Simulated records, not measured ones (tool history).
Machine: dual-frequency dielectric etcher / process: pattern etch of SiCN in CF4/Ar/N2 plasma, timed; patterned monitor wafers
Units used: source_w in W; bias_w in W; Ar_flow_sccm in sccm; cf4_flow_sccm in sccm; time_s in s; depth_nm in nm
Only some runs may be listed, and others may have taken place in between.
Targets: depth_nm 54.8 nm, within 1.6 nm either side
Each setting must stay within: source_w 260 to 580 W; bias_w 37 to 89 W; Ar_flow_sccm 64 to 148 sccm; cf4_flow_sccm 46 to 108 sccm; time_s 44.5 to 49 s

| run | day | source_w | bias_w | Ar_flow_sccm | cf4_flow_sccm | time_s | depth_nm |
|---|---|---|---|---|---|---|---|
| 1 | 0 | 420 | 63 | 106 | 77 | 49 | 37.95 |
| 2 | 0.117 | 420 | 58 | 106 | 77 | 49 | 36.652 |
| 3 | 0.271 | 420 | 58 | 106 | 77 | 44.5 | 33.255 |
| 4 | 0.546 | 450 | 62 | 104 | 78 | 44.5 | 36.904 |
| 5 | 0.725 | 450 | 62 | 95 | 78 | 44.5 | 37.701 |
| 6 | 0.771 | 410 | 62 | 95 | 78 | 44.5 | 34.127 |
| 7 | 1.129 | 450 | 65 | 94 | 79 | 45 | 38.891 |
| 8 | 1.333 | 480 | 67 | 93 | 80 | 45 | 42.161 |
| 9 | 1.425 | 500 | 69 | 92 | 80 | 45 | 44.406 |
| 10 | 1.612 | 500 | 69 | 92 | 80 | 45 | 44.43 |
|  | 1.983 | CF4 flow controller replaced |
| 11 | 1.983 | 520 | 70 | 91 | 81 | 45 | 46.081 |
| 12 | 2.204 | 530 | 72 | 90 | 82 | 45 | 48.044 |
| 13 | 2.375 | 540 | 73 | 89 | 82 | 45 | 49.311 |
| 14 | 2.529 | 550 | 74 | 88 | 82 | 45 | 50.623 |
| 15 | 2.65 | 550 | 74 | 88 | 82 | 45 | 50.576 |
| 16 | 2.838 | 560 | 75 | 88 | 82 | 45 | 51.754 |
| 17 | 3.15 | 560 | 76 | 88 | 82 | 45 | 52.028 |

Which single option among these 5 for the next run brings every result within its allowed miss of target? Just one does.
| A | 3.462 | 580 | 83 | 89 | 82 | 48.5 | ? |
| B | 3.462 | 580 | 72 | 89 | 73 | 45 | ? |
| C | 3.462 | 580 | 59 | 91 | 101 | 45.5 | ? |
| D | 3.462 | 570 | 69 | 102 | 98 | 48 | ? |
| E | 3.462 | 580 | 80 | 95 | 81 | 49 | ? |

| move | depth_nm |
|---|---|
| A | 59.526 |
| B | 51.451 |
| C | 50.879 |
| D | 54.52 |
| E | 58.657 |
A: takes the result that was furthest off past its target
B: the biggest miss grows against the last run
C: the biggest miss grows against the last run
D: hits every target within its allowed miss
E: takes the result that was furthest off past its target
Move D is the one to make.
